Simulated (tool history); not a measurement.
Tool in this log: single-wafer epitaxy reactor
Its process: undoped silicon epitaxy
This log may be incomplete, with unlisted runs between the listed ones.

run,hour,wafer temperature setpoint (pyrometer-controlled) (°C),deposition time (s),mean film thickness on the monitor wafer (angstrom)
1,0.0,655,153,280.04
2,2.3,651,153,253.05
3,3.5,651,132,218.03
4,10.6,644,132,182.89
5,13.5,644,141,195.19
6,19.6,644,156,216.00
7,21.6,643,156,210.06

For run 8, what comes out?
8,22.9,642,156,?

mean film thickness on the monitor wafer (angstrom): 205.45
